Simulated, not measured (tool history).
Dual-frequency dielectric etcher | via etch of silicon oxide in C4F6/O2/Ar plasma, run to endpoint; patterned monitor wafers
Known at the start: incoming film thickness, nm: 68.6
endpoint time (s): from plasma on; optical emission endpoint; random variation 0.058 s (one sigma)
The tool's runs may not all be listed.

run 1 hour=0.0 | bias_power_(W)=356 source_power_(W)=360 Ar_flow_(sccm)=230 | endpoint_time_(s)=17.268
run 2 hour=6.1 | bias_power_(W)=384 source_power_(W)=370 Ar_flow_(sccm)=228 | endpoint_time_(s)=16.664
run 3 hour=15.1 | bias_power_(W)=433 source_power_(W)=370 Ar_flow_(sccm)=228 | endpoint_time_(s)=15.904
run 4 hour=19.1 | bias_power_(W)=433 source_power_(W)=370 Ar_flow_(sccm)=251 | endpoint_time_(s)=16.187
run 5 hour=21.5 | bias_power_(W)=433 source_power_(W)=410 Ar_flow_(sccm)=251 | endpoint_time_(s)=15.628
run 6 hour=30.1 | bias_power_(W)=433 source_power_(W)=410 Ar_flow_(sccm)=281 | endpoint_time_(s)=15.797
run 7 hour=36.0 | bias_power_(W)=446 source_power_(W)=420 Ar_flow_(sccm)=280 | endpoint_time_(s)=15.447

The next listed run, before its measurement:
run 8 hour=44.7 | bias_power_(W)=456 source_power_(W)=420 Ar_flow_(sccm)=279 | endpoint_time_(s)=?

endpoint time (s): 15.227

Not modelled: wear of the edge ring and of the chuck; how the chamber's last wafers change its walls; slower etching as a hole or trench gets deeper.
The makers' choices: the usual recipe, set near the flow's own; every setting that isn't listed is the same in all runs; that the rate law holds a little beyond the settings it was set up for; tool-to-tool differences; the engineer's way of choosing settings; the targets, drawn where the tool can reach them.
